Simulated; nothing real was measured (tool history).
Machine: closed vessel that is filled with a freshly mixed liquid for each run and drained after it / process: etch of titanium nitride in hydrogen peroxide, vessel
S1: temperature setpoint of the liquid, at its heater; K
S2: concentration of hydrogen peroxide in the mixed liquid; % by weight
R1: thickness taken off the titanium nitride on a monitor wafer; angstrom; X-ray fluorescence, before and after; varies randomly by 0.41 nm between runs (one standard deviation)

{"run": 1, "hour": 0.0, "S1": 331.15, "S2": 17.5, "time in the liquid (s)": 570, "R1": 689.8}
{"run": 2, "hour": 1.9, "S1": 330.65, "S2": 17.5, "time in the liquid (s)": 570, "R1": 673.22}
{"run": 3, "hour": 7.1, "S1": 335.15, "S2": 17.5, "time in the liquid (s)": 570, "R1": 909.74}
{"run": 4, "hour": 15.6, "S1": 335.15, "S2": 15.5, "time in the liquid (s)": 570, "R1": 886.89}
{"run": 5, "hour": 17.1, "S1": 334.15, "S2": 15.5, "time in the liquid (s)": 570, "R1": 825.88}
{"run": 6, "hour": 20.1, "S1": 333.15, "S2": 15.5, "time in the liquid (s)": 570, "R1": 770.76}
{"run": 7, "hour": 23.0, "S1": 332.15, "S2": 15.5, "time in the liquid (s)": 570, "R1": 725.15}

What will run 8 give?
{"run": 8, "hour": 26.8, "S1": 331.65, "S2": 15.5, "time in the liquid (s)": 570, "R1": "?"}

Run 8 measured R1 698.83 angstrom.
